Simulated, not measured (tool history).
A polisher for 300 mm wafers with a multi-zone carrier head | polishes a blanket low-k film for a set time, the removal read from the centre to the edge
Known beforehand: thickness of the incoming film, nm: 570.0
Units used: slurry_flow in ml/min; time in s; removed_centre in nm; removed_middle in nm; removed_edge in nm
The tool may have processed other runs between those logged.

run  hour  slurry_flow  centre_zone  middle_zone  edge_zone  slurry_solids  time  removed_centre  removed_middle  removed_edge
  1   0.0          235         1.00         1.00       1.00           1.00    52          14.294          13.682        13.941
  2   8.5          210         1.00         1.00       1.00           1.00    52          13.836          13.509        14.287
  3  15.1          210         1.00         1.00       1.03           1.00    52          13.932          13.394        14.546
  4  18.8          215         1.03         1.01       1.05           1.05    52          14.883          14.043        14.925
  5  19.4          215         1.05         1.00       1.07           1.10    52          15.619          14.305        15.110
  6  22.3          215         1.09         1.00       1.07           1.10    52          15.859          14.278        15.112
  7  23.6          215         1.10         0.99       1.09           1.15    52          16.798          14.380        15.500
  8  30.6          215         1.10         0.99       1.10           1.15    52          16.593          14.518        15.933
  9  37.3          225         1.11         0.99       1.12           1.15    52          16.942          14.542        15.728
 10  40.9          220         1.12         0.98       1.13           1.20    52          17.520          14.514        16.480

The next listed run, before its measurement:
 11  43.4          225         1.13         0.98       1.14           1.20    52               ?               ?             ?

Logged for run 11: removed_centre 17.328 nm, removed_middle 14.783 nm, removed_edge 16.601 nm.
